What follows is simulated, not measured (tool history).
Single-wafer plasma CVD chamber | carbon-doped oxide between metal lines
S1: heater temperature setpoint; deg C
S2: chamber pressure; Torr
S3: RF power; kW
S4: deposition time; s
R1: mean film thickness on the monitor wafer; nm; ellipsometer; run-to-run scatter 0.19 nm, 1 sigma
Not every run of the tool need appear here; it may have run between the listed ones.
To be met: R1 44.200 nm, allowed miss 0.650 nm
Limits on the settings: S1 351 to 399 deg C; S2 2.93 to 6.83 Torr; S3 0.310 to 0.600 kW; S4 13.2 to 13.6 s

Run 1, hour 0.0: S1 375 deg C, S2 4.88 Torr, S3 0.455 kW, S4 13.2 s. Result: R1 58.942 nm.
Run 2, hour 2.1: S1 375 deg C, S2 4.88 Torr, S3 0.455 kW, S4 13.2 s. Result: R1 58.930 nm.
Run 3, hour 7.8: S1 375 deg C, S2 4.88 Torr, S3 0.455 kW, S4 13.2 s. Result: R1 58.853 nm.
Run 4, hour 9.3: S1 377 deg C, S2 4.67 Torr, S3 0.435 kW, S4 13.2 s. Result: R1 55.642 nm.
Run 5, hour 14.0: S1 383 deg C, S2 4.67 Torr, S3 0.435 kW, S4 13.2 s. Result: R1 55.027 nm.
At hour 19.2: thermocouple changed; heater temperature recalibrated.
Run 6, hour 19.2: S1 384 deg C, S2 4.47 Torr, S3 0.425 kW, S4 13.2 s. Result: R1 52.281 nm.
Run 7, hour 25.5: S1 385 deg C, S2 4.28 Torr, S3 0.425 kW, S4 13.2 s. Result: R1 52.207 nm.
Run 8, hour 27.4: S1 392 deg C, S2 3.47 Torr, S3 0.350 kW, S4 13.2 s. Result: R1 41.229 nm.

5 candidate next runs follow, results not yet known. Just one meets every target within its allowed miss. Identify it.
Run A, hour 29.3: S1 391 deg C, S2 3.65 Torr, S3 0.385 kW, S4 13.2 s. Result: R1 ?.
Run B, hour 29.3: S1 391 deg C, S2 3.27 Torr, S3 0.355 kW, S4 13.6 s. Result: R1 ?.
Run C, hour 29.3: S1 389 deg C, S2 2.98 Torr, S3 0.320 kW, S4 13.5 s. Result: R1 ?.
Run D, hour 29.3: S1 385 deg C, S2 3.58 Torr, S3 0.360 kW, S4 13.5 s. Result: R1 ?.
Run E, hour 29.3: S1 398 deg C, S2 3.77 Torr, S3 0.380 kW, S4 13.4 s. Result: R1 ?.

move      R1
   A  45.900
   B  43.113
   C  38.294
   D  44.355
   E  45.571
A: carries the result that was furthest off beyond its target, to the other side
B: an improvement on the last run, though not all results are within tolerance
C: its largest miss is bigger than the last run's
D: in spec on every target
E: carries the result that was furthest off beyond its target, to the other side
The right move is D.
